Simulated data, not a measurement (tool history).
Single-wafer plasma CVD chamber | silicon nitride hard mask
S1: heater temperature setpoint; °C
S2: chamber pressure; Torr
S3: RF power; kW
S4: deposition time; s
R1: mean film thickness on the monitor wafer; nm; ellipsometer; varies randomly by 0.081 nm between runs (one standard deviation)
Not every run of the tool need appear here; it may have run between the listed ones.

run	hour	S1	S2	S3	S4	R1
1	0	415	1.05	0.36	35.8	39.061
2	5.1	415	0.98	0.34	35.5	36.611
3	6.5	415	0.98	0.34	35.8	37.223
4	15.4	415	0.93	0.325	35.5	35.378
5	24.1	415	1	0.325	35.5	35.951
6	31.2	415	1	0.325	34.1	34.434

For run 7, what comes out?
7	34.3	415	0.95	0.315	34.1	?

Logged for run 7: R1 33.324 nm.
